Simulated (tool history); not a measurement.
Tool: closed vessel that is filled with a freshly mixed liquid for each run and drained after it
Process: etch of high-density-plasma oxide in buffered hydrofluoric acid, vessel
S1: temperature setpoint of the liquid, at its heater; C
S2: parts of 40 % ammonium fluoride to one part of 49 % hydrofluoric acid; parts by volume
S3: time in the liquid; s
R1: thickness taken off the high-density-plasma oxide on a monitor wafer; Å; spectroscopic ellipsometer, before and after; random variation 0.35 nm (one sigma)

Run 1, hour 0.0: S1 21.0 C, S2 16.5 parts by volume, S3 85 s. Result: R1 842.36 Å.
Run 2, hour 7.1: S1 18.5 C, S2 16.5 parts by volume, S3 85 s. Result: R1 731.98 Å.
Run 3, hour 8.7: S1 18.0 C, S2 18.5 parts by volume, S3 85 s. Result: R1 632.63 Å.
Run 4, hour 11.9: S1 18.0 C, S2 14.0 parts by volume, S3 85 s. Result: R1 829.13 Å.
Run 5, hour 17.2: S1 18.0 C, S2 18.0 parts by volume, S3 85 s. Result: R1 645.34 Å.
Run 6, hour 18.0: S1 17.5 C, S2 19.5 parts by volume, S3 85 s. Result: R1 579.77 Å.
Run 7, hour 26.2: S1 17.5 C, S2 20.5 parts by volume, S3 85 s. Result: R1 559.99 Å.
Run 8, hour 27.2: S1 17.5 C, S2 21.5 parts by volume, S3 85 s. Result: R1 536.42 Å.

The next listed run, before its measurement:
Run 9, hour 31.9: S1 17.5 C, S2 22.5 parts by volume, S3 85 s. Result: R1 ?.

Run 9 gave R1 524.96 Å.
